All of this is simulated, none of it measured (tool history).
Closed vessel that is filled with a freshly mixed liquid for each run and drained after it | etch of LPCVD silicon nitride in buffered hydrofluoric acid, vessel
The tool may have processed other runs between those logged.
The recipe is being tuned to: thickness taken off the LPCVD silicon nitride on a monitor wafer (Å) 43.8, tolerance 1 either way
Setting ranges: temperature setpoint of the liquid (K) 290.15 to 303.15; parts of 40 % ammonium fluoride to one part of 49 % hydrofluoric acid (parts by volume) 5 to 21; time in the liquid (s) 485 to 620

| run | hour | temperature setpoint of the liquid (K) | parts of 40 % ammonium fluoride to one part of 49 % hydrofluoric acid (parts by volume) | time in the liquid (s) | thickness taken off the LPCVD silicon nitride on a monitor wafer (Å) |
|---|---|---|---|---|---|
| 1 | 0 | 295.15 | 13 | 620 | 57.233 |
| 2 | 5.9 | 295.15 | 10 | 620 | 73.605 |
| 3 | 8.1 | 294.15 | 10.5 | 620 | 66.45 |
| 4 | 12.7 | 293.15 | 11 | 620 | 59.882 |
| 5 | 16.7 | 292.65 | 11.5 | 620 | 55.518 |
| 6 | 24.2 | 292.15 | 11.5 | 620 | 54.106 |
| 7 | 31.4 | 291.65 | 11.5 | 620 | 52.938 |
| 8 | 38.6 | 291.15 | 12 | 620 | 49.128 |
| 9 | 40.7 | 290.65 | 12.5 | 620 | 45.93 |

4 next moves are on the table. One of them brings every result within its allowed miss. Which?
| A | 42.8 | 291.15 | 12 | 590 | ? |
| B | 42.8 | 291.15 | 11.5 | 575 | ? |
| C | 42.8 | 292.65 | 12 | 510 | ? |
| D | 42.8 | 291.15 | 12 | 580 | ? |

| move | thickness taken off the LPCVD silicon nitride on a monitor wafer (Å) |
|---|---|
| A | 46.883 |
| B | 47.633 |
| C | 44.11 |
| D | 46.088 |
A: further off than the last run
B: further off than the last run
C: every result lands within tolerance
D: further off than the last run
The right move is C.

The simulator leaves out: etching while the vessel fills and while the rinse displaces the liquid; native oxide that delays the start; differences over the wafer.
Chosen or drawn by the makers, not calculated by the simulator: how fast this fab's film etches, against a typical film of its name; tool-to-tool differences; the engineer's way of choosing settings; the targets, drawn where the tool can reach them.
